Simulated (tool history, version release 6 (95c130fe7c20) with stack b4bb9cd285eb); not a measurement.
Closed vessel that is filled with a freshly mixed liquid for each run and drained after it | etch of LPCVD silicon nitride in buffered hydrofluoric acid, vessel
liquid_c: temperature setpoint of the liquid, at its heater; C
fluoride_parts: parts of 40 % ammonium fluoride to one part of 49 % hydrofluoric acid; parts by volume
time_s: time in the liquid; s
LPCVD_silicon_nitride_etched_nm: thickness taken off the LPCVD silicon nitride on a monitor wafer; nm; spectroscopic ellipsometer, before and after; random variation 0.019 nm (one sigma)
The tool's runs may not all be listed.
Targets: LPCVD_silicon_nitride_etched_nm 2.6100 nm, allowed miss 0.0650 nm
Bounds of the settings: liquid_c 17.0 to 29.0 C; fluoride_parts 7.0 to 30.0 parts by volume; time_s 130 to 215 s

run,hour,liquid_c,fluoride_parts,time_s,LPCVD_silicon_nitride_etched_nm
1,0.0,21.0,20.0,215,1.3533
2,1.3,23.5,18.5,215,1.6654
3,6.7,25.0,17.5,215,1.9186
4,13.5,21.5,17.5,215,1.6028
5,16.1,24.0,17.0,215,1.8698
6,22.3,24.0,17.0,130,1.1406
7,23.9,28.0,10.5,175,3.0361
8,28.7,27.5,10.5,175,2.9472
9,31.2,27.0,10.5,175,2.8999
10,39.9,26.5,10.5,175,2.7588

5 next moves are on the table. One of them brings every result within its allowed miss. Which?
A,48.6,23.5,11.5,210,?
B,48.6,25.0,10.5,195,?
C,48.6,27.0,7.5,130,?
D,48.6,27.0,12.0,200,?
E,48.6,27.0,13.0,210,?

move,LPCVD_silicon_nitride_etched_nm
A,2.6417
B,2.9086
C,2.9474
D,2.9168
E,2.8321
A: meets every target
B: further off than the last run
C: further off than the last run
D: further off than the last run
E: further off than the last run
The right move is A.

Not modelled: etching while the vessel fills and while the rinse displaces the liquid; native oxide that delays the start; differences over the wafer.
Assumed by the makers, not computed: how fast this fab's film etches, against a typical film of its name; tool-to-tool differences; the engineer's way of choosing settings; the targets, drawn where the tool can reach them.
